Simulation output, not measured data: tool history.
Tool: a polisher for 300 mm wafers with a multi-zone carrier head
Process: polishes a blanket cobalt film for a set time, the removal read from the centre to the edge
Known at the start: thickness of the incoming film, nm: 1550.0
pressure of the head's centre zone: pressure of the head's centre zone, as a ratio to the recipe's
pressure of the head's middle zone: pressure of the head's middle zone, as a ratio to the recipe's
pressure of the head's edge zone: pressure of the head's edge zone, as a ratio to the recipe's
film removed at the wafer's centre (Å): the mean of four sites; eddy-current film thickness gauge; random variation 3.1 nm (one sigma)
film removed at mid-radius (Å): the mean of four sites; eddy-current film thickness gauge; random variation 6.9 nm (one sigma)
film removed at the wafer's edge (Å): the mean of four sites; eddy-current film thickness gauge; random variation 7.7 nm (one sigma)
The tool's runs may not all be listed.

run	hour	flow of slurry (ml/min)	pressure of the head's centre zone	pressure of the head's middle zone	pressure of the head's edge zone	polishing time (s)	film removed at the wafer's centre (Å)	film removed at mid-radius (Å)	film removed at the wafer's edge (Å)
1	0.0	185	1.00	1.00	1.00	54	3957.5	3999.6	4107.4
2	8.5	145	1.00	1.00	1.00	54	3773.6	3727.7	3880.2
3	9.5	160	1.00	1.01	1.02	54	3886.7	3850.5	3992.7
4	16.8	160	1.00	1.01	1.02	41	2932.6	2929.8	3012.4
5	17.3	175	1.00	1.02	1.04	43	3126.4	3176.9	3199.0
6	22.6	185	0.99	1.02	1.05	45	3299.2	3382.5	3293.0
7	30.1	185	0.99	1.02	1.03	48	3500.5	3599.8	3551.9
8	37.8	185	0.98	1.01	1.03	50	3614.2	3740.7	3790.0
9	42.9	195	0.97	1.01	1.03	51	3676.0	3773.4	3726.1
10	49.3	185	0.98	1.02	1.02	53	3830.9	3956.7	4007.9
11	52.4	135	1.08	1.12	1.05	64	4768.5	4638.5	4513.1

Run 12 comes next. What will it give?
12	59.1	135	1.06	1.11	1.06	65	?	?	?

film removed at the wafer's centre (Å): 4740.2
film removed at mid-radius (Å): 4824.2
film removed at the wafer's edge (Å): 4765.9

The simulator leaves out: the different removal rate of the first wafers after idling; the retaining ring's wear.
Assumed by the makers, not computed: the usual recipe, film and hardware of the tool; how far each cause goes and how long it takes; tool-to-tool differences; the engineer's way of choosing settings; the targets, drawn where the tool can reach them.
